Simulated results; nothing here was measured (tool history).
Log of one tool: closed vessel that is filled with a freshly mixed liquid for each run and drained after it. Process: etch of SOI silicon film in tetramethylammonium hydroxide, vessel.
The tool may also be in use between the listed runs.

run    day  temperature setpoint of the liquid (K)  concentration of hydroxide in the mixed liquid (% by weight)  time in the liquid (s)  thickness taken off the SOI silicon film on a monitor wafer (nm)
  1      0                                  333.15                                                          14.5                      90                                                            309.92
  2  0.171                                  333.15                                                            16                      90                                                             295.5
  3  0.304                                  333.15                                                            14                      90                                                            310.32
  4  0.625                                  333.15                                                            14                      90                                                            315.41
  5  0.746                                  333.15                                                          16.5                      90                                                            290.64
  6  0.858                                  333.15                                                          14.5                      90                                                            308.29
  7  1.108                                  331.65                                                          14.5                      90                                                            283.35
  8   1.35                                  330.65                                                          14.5                      90                                                            264.46
  9  1.654                                  329.65                                                          14.5                      90                                                            249.47
 10  1.758                                  328.65                                                          14.5                      90                                                            232.81
 11  2.075                                  328.15                                                          14.5                      90                                                            223.43
 12  2.433                                  327.65                                                          14.5                      90                                                            221.64
 13  2.762                                  327.15                                                          14.5                      90                                                             211.7

Run 14, settings as shown, results not yet in. Your forecast:
 14  3.038                                  326.65                                                          14.5                      90                                                                 ?

{"run 14": {"thickness taken off the SOI silicon film on a monitor wafer (nm)": 203.38}}
